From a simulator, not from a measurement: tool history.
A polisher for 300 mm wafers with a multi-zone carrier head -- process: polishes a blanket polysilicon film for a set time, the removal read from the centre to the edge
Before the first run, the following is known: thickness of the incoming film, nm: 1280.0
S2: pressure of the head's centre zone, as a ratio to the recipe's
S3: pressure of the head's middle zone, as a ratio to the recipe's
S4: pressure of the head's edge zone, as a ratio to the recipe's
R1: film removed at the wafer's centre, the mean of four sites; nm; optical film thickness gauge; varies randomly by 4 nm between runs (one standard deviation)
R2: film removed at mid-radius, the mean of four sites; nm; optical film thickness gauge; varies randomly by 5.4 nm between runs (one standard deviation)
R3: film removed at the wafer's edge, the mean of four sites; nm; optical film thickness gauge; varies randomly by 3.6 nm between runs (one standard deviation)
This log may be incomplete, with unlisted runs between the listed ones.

Run 1, hour 0: flow of slurry (ml/min) 190, S2 1, S3 1, S4 1, polishing time (s) 69. Result: R1 514.22 nm, R2 510.49 nm, R3 513.25 nm.
Run 2, hour 2.1: flow of slurry (ml/min) 185, S2 0.99, S3 0.99, S4 0.97, polishing time (s) 67. Result: R1 493.99 nm, R2 489.3 nm, R3 490.31 nm.
Run 3, hour 2.6: flow of slurry (ml/min) 185, S2 0.99, S3 0.99, S4 1.05, polishing time (s) 67. Result: R1 493.41 nm, R2 480.45 nm, R3 514.16 nm.
Run 4, hour 6.4: flow of slurry (ml/min) 180, S2 0.98, S3 0.98, S4 1.01, polishing time (s) 65. Result: R1 475.38 nm, R2 468.75 nm, R3 488.59 nm.
Run 5, hour 13.9: flow of slurry (ml/min) 180, S2 0.98, S3 0.98, S4 1.01, polishing time (s) 58. Result: R1 419.3 nm, R2 418.56 nm, R3 434.47 nm.
Run 6, hour 21.9: flow of slurry (ml/min) 180, S2 0.99, S3 0.98, S4 1, polishing time (s) 58. Result: R1 418.52 nm, R2 417.78 nm, R3 431.48 nm.

Forecast run 7:
Run 7, hour 29.8: flow of slurry (ml/min) 180, S2 1, S3 0.98, S4 0.99, polishing time (s) 58. Result: R1 ?, R2 ?, R3 ?.

{"run 7": {"R1": 434.59, "R2": 410.2, "R3": 423.85}}
